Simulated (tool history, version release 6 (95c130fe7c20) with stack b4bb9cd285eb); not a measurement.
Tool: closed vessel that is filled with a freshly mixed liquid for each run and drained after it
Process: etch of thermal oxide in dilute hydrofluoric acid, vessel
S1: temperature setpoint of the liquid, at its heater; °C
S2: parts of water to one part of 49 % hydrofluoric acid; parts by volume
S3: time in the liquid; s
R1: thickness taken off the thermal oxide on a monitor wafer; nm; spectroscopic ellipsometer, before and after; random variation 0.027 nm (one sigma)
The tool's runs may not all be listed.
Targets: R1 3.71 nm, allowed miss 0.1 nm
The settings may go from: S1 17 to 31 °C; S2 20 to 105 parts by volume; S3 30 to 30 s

run,hour,S1,S2,S3,R1
1,0,23,55,30,2.0251
2,2.1,23,55,30,2.0568
3,10.1,23,55,30,2.0662
4,14.8,23,55,30,2.0274
5,21.1,23,65,30,1.6888
6,25.1,23,85,30,1.2753
7,26.8,24.5,75,30,1.5412
8,27.7,25.5,70,30,1.7469
# hour 33.2: hydrofluoric acid flow meter replaced
9,33.2,26.5,65,30,2.2651
10,36.8,27,65,30,2.2949

4 next moves are on the table. One of them brings every result within its allowed miss. Which?
A,40.4,29,40,30,?
B,40.4,28.5,50,30,?
C,40.4,22.5,35,30,?
D,40.4,30.5,35,30,?

move,R1
A,4.2428
B,3.2778
C,3.7401
D,5.1874
A: takes the result that was furthest off past its target
B: nearer than the last run, and not there yet
C: meets every target
D: takes the result that was furthest off past its target
Answer: C

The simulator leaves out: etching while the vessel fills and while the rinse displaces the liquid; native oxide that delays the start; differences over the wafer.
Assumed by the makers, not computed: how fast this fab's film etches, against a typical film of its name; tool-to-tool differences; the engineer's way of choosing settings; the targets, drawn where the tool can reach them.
